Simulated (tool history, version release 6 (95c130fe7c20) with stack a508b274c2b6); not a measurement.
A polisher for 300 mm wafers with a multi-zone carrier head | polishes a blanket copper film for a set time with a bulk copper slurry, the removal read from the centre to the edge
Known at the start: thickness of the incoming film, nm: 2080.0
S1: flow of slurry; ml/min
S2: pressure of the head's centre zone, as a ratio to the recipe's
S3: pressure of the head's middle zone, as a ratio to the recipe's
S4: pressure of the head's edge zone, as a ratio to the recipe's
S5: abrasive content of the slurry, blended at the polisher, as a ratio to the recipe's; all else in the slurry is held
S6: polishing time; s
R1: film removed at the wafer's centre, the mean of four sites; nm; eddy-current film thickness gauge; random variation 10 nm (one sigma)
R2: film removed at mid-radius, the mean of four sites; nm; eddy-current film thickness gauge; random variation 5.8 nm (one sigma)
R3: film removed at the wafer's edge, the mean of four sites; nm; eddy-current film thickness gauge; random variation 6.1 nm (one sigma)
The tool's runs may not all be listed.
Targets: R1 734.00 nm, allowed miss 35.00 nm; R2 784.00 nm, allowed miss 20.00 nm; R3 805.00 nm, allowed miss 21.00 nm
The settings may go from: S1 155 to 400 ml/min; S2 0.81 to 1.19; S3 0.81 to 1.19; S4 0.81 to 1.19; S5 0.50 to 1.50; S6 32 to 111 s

run,hour,S1,S2,S3,S4,S5,S6,R1,R2,R3
1,0.0,255,1.00,1.00,1.00,1.00,71,524.66,514.65,522.57
2,6.2,255,1.00,1.00,0.96,1.00,71,516.53,518.85,510.91
3,10.4,255,1.00,1.00,0.96,1.00,84,627.35,618.26,607.37
4,15.4,255,1.00,1.00,0.92,1.00,84,622.47,614.71,591.08
5,16.4,255,1.08,1.00,0.92,1.00,84,697.04,609.87,593.06
6,18.8,255,1.11,1.00,0.92,1.00,84,699.92,603.46,583.08
7,25.8,265,1.08,1.02,0.99,1.15,85,732.18,645.87,645.89
8,27.9,265,1.08,1.02,0.99,1.15,85,706.90,658.70,650.19
9,36.8,280,1.08,1.04,1.04,1.20,85,735.29,683.20,681.32
10,45.1,295,1.06,1.05,1.08,1.25,85,731.33,694.38,692.23
11,47.0,285,1.04,1.05,1.10,1.30,86,724.81,704.99,719.25
12,47.9,290,1.03,1.06,1.12,1.35,87,733.39,728.68,736.52
13,49.3,290,1.03,1.06,1.12,1.35,87,720.97,734.88,732.87
14,53.1,295,1.02,1.06,1.14,1.40,88,739.06,741.85,753.31

5 next moves are on the table. One of them brings every result within its allowed miss. Which?
A,56.9,270,0.97,1.07,1.19,1.50,91,?,?,?
B,56.9,310,1.15,1.19,1.05,1.45,82,?,?,?
C,56.9,235,1.05,0.90,1.19,1.40,94,?,?,?
D,56.9,370,1.05,1.08,1.13,1.50,84,?,?,?
E,56.9,245,1.04,1.12,1.16,1.35,84,?,?,?

move,R1,R2,R3
A,736.29,783.25,811.82
B,792.37,775.78,689.70
C,796.16,677.51,817.29
D,758.23,748.28,746.21
E,702.62,724.78,715.11
A: meets every target
B: further off than the last run
C: brings the result that was furthest off to its target, and leaves another outside
D: further off than the last run
E: further off than the last run
The right move is A.
